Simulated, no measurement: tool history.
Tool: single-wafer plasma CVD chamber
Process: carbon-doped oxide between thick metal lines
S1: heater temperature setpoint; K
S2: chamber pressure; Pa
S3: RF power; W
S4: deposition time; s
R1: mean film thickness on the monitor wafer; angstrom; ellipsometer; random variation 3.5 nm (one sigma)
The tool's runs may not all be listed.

{"run": 1, "day": 0.0, "S1": 648.15, "S2": 596, "S3": 415, "S4": 189, "R1": 8425.3}
{"run": 2, "day": 0.312, "S1": 648.15, "S2": 596, "S3": 415, "S4": 195, "R1": 8703.9}
{"run": 3, "day": 0.554, "S1": 648.15, "S2": 596, "S3": 415, "S4": 195, "R1": 8664.6}
{"run": 4, "day": 0.733, "S1": 648.15, "S2": 596, "S3": 415, "S4": 189, "R1": 8425.7}
{"run": 5, "day": 0.833, "S1": 648.15, "S2": 596, "S3": 460, "S4": 189, "R1": 9160.5}
{"run": 6, "day": 1.088, "S1": 648.15, "S2": 596, "S3": 460, "S4": 195, "R1": 9607.1}
{"run": 7, "day": 1.354, "S1": 649.15, "S2": 567, "S3": 445, "S4": 195, "R1": 9298.6}
{"run": 8, "day": 1.5, "S1": 649.15, "S2": 567, "S3": 445, "S4": 195, "R1": 9238.9}

Forecast run 9:
{"run": 9, "day": 1.575, "S1": 649.15, "S2": 563, "S3": 430, "S4": 195, "R1": "?"}

Run 9 gave R1 8976.9 angstrom.
